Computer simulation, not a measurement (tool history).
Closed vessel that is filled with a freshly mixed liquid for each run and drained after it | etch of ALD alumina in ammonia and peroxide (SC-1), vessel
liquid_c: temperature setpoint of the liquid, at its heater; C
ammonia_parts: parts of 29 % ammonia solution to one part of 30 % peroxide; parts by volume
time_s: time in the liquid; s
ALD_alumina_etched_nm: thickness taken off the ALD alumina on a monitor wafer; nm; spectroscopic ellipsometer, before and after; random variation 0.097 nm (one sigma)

Run 1, day 0: liquid_c 58 C, ammonia_parts 0.7 parts by volume, time_s 115 s. Result: ALD_alumina_etched_nm 13.812 nm.
Run 2, day 0.088: liquid_c 58.5 C, ammonia_parts 0.7 parts by volume, time_s 115 s. Result: ALD_alumina_etched_nm 14.162 nm.
Run 3, day 0.321: liquid_c 59 C, ammonia_parts 0.7 parts by volume, time_s 115 s. Result: ALD_alumina_etched_nm 14.31 nm.
Run 4, day 0.492: liquid_c 59.5 C, ammonia_parts 0.7 parts by volume, time_s 115 s. Result: ALD_alumina_etched_nm 14.858 nm.
Run 5, day 0.717: liquid_c 62.5 C, ammonia_parts 0.7 parts by volume, time_s 115 s. Result: ALD_alumina_etched_nm 17.241 nm.
Run 6, day 0.838: liquid_c 66.5 C, ammonia_parts 0.7 parts by volume, time_s 115 s. Result: ALD_alumina_etched_nm 21.052 nm.
Run 7, day 0.992: liquid_c 66 C, ammonia_parts 0.7 parts by volume, time_s 115 s. Result: ALD_alumina_etched_nm 20.515 nm.
Run 8, day 1.254: liquid_c 65.5 C, ammonia_parts 0.7 parts by volume, time_s 115 s. Result: ALD_alumina_etched_nm 19.999 nm.

Run 9 comes next. What will it give?
Run 9, day 1.367: liquid_c 65 C, ammonia_parts 0.7 parts by volume, time_s 115 s. Result: ALD_alumina_etched_nm ?.

Run 9 gave ALD_alumina_etched_nm 19.59 nm.

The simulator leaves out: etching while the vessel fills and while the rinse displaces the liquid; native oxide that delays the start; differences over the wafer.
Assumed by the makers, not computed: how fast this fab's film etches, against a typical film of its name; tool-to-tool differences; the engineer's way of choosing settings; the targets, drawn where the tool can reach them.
